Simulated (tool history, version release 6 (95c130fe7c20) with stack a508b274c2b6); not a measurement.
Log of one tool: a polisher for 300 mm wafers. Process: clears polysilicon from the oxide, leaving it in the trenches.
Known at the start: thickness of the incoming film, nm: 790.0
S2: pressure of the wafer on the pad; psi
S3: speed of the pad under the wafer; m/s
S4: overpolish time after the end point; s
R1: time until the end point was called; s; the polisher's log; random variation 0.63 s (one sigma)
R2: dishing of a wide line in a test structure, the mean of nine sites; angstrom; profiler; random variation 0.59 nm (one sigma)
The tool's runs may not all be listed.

Run 1, hour 0.0: flow of slurry (ml/min) 290, S2 2.6 psi, S3 1.24 m/s, S4 11 s. Result: R1 39.257 s, R2 364.32 angstrom.
Run 2, hour 8.2: flow of slurry (ml/min) 330, S2 2.6 psi, S3 1.24 m/s, S4 11 s. Result: R1 39.052 s, R2 373.82 angstrom.
Run 3, hour 10.4: flow of slurry (ml/min) 330, S2 2.6 psi, S3 1.04 m/s, S4 11 s. Result: R1 47.336 s, R2 350.72 angstrom.
Run 4, hour 19.1: flow of slurry (ml/min) 330, S2 2.5 psi, S3 1.04 m/s, S4 11 s. Result: R1 48.393 s, R2 364.77 angstrom.
Run 5, hour 27.4: flow of slurry (ml/min) 370, S2 2.5 psi, S3 1.04 m/s, S4 11 s. Result: R1 48.276 s, R2 346.75 angstrom.
Run 6, hour 32.7: flow of slurry (ml/min) 370, S2 2.5 psi, S3 0.78 m/s, S4 11 s. Result: R1 62.321 s, R2 350.60 angstrom.

Forecast run 7:
Run 7, hour 40.1: flow of slurry (ml/min) 370, S2 2.6 psi, S3 0.78 m/s, S4 11 s. Result: R1 ?, R2 ?.

Run 7 gave R1 60.599 s, R2 364.54 angstrom.

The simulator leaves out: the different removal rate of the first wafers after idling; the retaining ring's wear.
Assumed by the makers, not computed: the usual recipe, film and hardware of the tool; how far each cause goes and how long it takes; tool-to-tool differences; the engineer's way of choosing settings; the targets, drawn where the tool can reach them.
